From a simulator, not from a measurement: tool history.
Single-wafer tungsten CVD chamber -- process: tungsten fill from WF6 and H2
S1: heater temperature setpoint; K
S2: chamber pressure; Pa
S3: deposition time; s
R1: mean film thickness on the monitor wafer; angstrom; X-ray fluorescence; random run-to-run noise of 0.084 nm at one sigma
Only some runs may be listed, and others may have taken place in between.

{"run": 1, "hour": 0.0, "S1": 673.15, "S2": 5640, "S3": 11.0, "R1": 362.54}
{"run": 2, "hour": 6.2, "S1": 667.15, "S2": 5586, "S3": 11.0, "R1": 325.15}
{"run": 3, "hour": 13.2, "S1": 667.15, "S2": 6266, "S3": 11.0, "R1": 351.73}
{"run": 4, "hour": 15.4, "S1": 656.15, "S2": 6266, "S3": 11.0, "R1": 291.97}
{"run": 5, "hour": 16.4, "S1": 654.15, "S2": 6253, "S3": 11.0, "R1": 281.08}
{"run": 6, "hour": 22.0, "S1": 654.15, "S2": 6253, "S3": 11.0, "R1": 280.76}
{"run": 7, "hour": 24.6, "S1": 653.15, "S2": 6239, "S3": 11.0, "R1": 276.02}

Run 8 comes next. What will it give?
{"run": 8, "hour": 28.9, "S1": 652.15, "S2": 6226, "S3": 11.0, "R1": "?"}

Run 8 measured R1 272.13 angstrom.
